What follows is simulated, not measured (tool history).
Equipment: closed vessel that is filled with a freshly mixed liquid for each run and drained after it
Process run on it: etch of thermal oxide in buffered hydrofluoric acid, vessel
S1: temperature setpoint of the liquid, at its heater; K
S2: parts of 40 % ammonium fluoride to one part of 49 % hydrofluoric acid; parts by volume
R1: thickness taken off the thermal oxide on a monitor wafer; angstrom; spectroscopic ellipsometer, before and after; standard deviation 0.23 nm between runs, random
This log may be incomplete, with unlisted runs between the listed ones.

Run 1, hour 0: S1 294.15 K, S2 10 parts by volume, time in the liquid (s) 30. Result: R1 303.3 angstrom.
Run 2, hour 5.3: S1 293.15 K, S2 10 parts by volume, time in the liquid (s) 30. Result: R1 290.27 angstrom.
Run 3, hour 13.7: S1 292.65 K, S2 10 parts by volume, time in the liquid (s) 30. Result: R1 284.11 angstrom.
Run 4, hour 15.3: S1 292.15 K, S2 10 parts by volume, time in the liquid (s) 30. Result: R1 272.54 angstrom.
Run 5, hour 20.7: S1 292.15 K, S2 7.5 parts by volume, time in the liquid (s) 30. Result: R1 369.62 angstrom.
Run 6, hour 27.9: S1 292.15 K, S2 5 parts by volume, time in the liquid (s) 30. Result: R1 518.28 angstrom.

Forecast run 7:
Run 7, hour 32.5: S1 291.65 K, S2 6 parts by volume, time in the liquid (s) 30. Result: R1 ?.

Run 7 yielded R1 430.27 angstrom.

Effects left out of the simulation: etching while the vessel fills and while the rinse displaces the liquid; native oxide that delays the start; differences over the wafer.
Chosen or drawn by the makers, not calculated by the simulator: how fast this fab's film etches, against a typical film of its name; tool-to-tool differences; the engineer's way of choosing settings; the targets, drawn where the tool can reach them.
